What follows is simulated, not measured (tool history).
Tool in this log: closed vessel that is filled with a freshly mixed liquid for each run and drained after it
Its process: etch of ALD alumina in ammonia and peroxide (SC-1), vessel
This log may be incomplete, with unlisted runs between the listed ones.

| run | hour | temperature setpoint of the liquid (C) | parts of 29 % ammonia solution to one part of 30 % peroxide (parts by volume) | time in the liquid (s) | thickness taken off the ALD alumina on a monitor wafer (Å) |
|---|---|---|---|---|---|
| 1 | 0.0 | 55.0 | 0.50 | 95 | 72.202 |
| 2 | 2.9 | 58.0 | 0.50 | 95 | 84.705 |
| 3 | 4.3 | 60.0 | 0.50 | 95 | 92.869 |
| 4 | 8.5 | 60.0 | 0.50 | 100 | 98.624 |
| 5 | 13.4 | 60.0 | 0.50 | 100 | 98.113 |
| 6 | 21.9 | 60.0 | 0.35 | 100 | 95.531 |

Predict the results of run 7:
| 7 | 24.3 | 61.5 | 0.35 | 100 | ? |

{"run 7": {"thickness taken off the ALD alumina on a monitor wafer (Å)": 103.23}}
